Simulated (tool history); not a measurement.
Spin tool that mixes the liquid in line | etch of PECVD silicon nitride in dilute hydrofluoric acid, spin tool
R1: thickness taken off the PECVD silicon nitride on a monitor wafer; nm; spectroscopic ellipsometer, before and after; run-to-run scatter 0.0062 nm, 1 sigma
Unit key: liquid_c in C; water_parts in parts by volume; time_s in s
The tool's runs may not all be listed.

{"run": 1, "day": 0.0, "liquid_c": 26, "water_parts": 65, "time_s": 75, "R1": 3.5075}
{"run": 2, "day": 0.329, "liquid_c": 28, "water_parts": 65, "time_s": 75, "R1": 4.0067}
{"run": 3, "day": 0.608, "liquid_c": 25.5, "water_parts": 75, "time_s": 75, "R1": 2.9612}
{"run": 4, "day": 0.671, "liquid_c": 23.5, "water_parts": 85, "time_s": 75, "R1": 2.2873}
{"run": 5, "day": 0.912, "liquid_c": 25, "water_parts": 85, "time_s": 75, "R1": 2.5202}
{"run": 6, "day": 1.283, "liquid_c": 25, "water_parts": 85, "time_s": 75, "R1": 2.5256}

Run 7 is up next; what results do you expect?
{"day": 1.525, "done": "thermometer replaced"}
{"run": 7, "day": 1.525, "liquid_c": 23.5, "water_parts": 95, "time_s": 75, "R1": "?"}

Run 7 came out at R1 1.8874 nm.

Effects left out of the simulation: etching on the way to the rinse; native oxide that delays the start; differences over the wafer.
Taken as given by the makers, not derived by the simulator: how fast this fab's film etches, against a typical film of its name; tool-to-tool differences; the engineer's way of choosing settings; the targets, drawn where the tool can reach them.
